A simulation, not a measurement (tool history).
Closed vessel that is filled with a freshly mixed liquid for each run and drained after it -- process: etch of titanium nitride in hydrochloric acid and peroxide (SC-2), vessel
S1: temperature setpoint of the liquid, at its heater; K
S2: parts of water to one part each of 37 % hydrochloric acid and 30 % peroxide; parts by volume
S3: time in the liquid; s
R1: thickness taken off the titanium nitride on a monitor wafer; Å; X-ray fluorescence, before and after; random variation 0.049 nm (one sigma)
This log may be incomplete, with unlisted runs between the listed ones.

run,hour,S1,S2,S3,R1
1,0.0,322.15,12.0,350,114.920
2,4.3,319.15,12.0,350,94.238
3,6.2,319.15,12.0,375,100.670
4,7.5,316.65,12.0,375,84.111
5,13.6,316.65,8.5,375,112.060
6,18.6,316.65,8.5,350,104.580
7,27.4,316.65,8.5,350,104.920

What will run 8 give?
8,34.9,308.65,10.0,350,?

For run 8 the tool returned R1 52.132 Å.
